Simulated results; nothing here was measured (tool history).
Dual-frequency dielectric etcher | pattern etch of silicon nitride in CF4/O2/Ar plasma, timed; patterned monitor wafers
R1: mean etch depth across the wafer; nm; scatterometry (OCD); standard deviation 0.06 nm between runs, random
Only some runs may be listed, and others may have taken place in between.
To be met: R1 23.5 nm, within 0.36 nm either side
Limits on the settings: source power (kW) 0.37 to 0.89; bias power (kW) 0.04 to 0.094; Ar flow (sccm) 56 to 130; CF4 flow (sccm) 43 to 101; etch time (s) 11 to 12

Run 1, day 0: source power (kW) 0.63, bias power (kW) 0.067, Ar flow (sccm) 93, CF4 flow (sccm) 72, etch time (s) 12. Result: R1 28.888 nm.
Run 2, day 0.138: source power (kW) 0.53, bias power (kW) 0.067, Ar flow (sccm) 93, CF4 flow (sccm) 72, etch time (s) 12. Result: R1 25.362 nm.
Run 3, day 0.229: source power (kW) 0.53, bias power (kW) 0.067, Ar flow (sccm) 93, CF4 flow (sccm) 84, etch time (s) 12. Result: R1 25.936 nm.
Run 4, day 0.433: source power (kW) 0.51, bias power (kW) 0.067, Ar flow (sccm) 93, CF4 flow (sccm) 84, etch time (s) 12. Result: R1 25.217 nm.
Run 5, day 0.592: source power (kW) 0.49, bias power (kW) 0.067, Ar flow (sccm) 93, CF4 flow (sccm) 84, etch time (s) 12. Result: R1 24.506 nm.
Run 6, day 0.921: source power (kW) 0.49, bias power (kW) 0.067, Ar flow (sccm) 77, CF4 flow (sccm) 84, etch time (s) 12. Result: R1 25.035 nm.
Run 7, day 0.979: source power (kW) 0.48, bias power (kW) 0.067, Ar flow (sccm) 77, CF4 flow (sccm) 84, etch time (s) 12. Result: R1 24.882 nm.
Run 8, day 1.325: source power (kW) 0.47, bias power (kW) 0.067, Ar flow (sccm) 77, CF4 flow (sccm) 84, etch time (s) 12. Result: R1 24.468 nm.
Run 9, day 1.596: source power (kW) 0.46, bias power (kW) 0.067, Ar flow (sccm) 77, CF4 flow (sccm) 84, etch time (s) 12. Result: R1 24.128 nm.

Next run, 5 choices. One meets every target within its allowed miss, the rest don't. Which?
Run A, day 1.867: source power (kW) 0.47, bias power (kW) 0.07, Ar flow (sccm) 73, CF4 flow (sccm) 85, etch time (s) 12. Result: R1 ?.
Run B, day 1.867: source power (kW) 0.52, bias power (kW) 0.067, Ar flow (sccm) 90, CF4 flow (sccm) 78, etch time (s) 11.5. Result: R1 ?.
Run C, day 1.867: source power (kW) 0.49, bias power (kW) 0.072, Ar flow (sccm) 70, CF4 flow (sccm) 61, etch time (s) 11.5. Result: R1 ?.
Run D, day 1.867: source power (kW) 0.45, bias power (kW) 0.065, Ar flow (sccm) 78, CF4 flow (sccm) 86, etch time (s) 12. Result: R1 ?.
Run E, day 1.867: source power (kW) 0.42, bias power (kW) 0.076, Ar flow (sccm) 62, CF4 flow (sccm) 81, etch time (s) 12. Result: R1 ?.

move      R1
   A  25.065
   B  24.397
   C  24.382
   D  23.375
   E  24.365
A: lands further from the targets than the last run did
B: lands further from the targets than the last run did
C: lands further from the targets than the last run did
D: hits every target within its allowed miss
E: lands further from the targets than the last run did
Answer: D
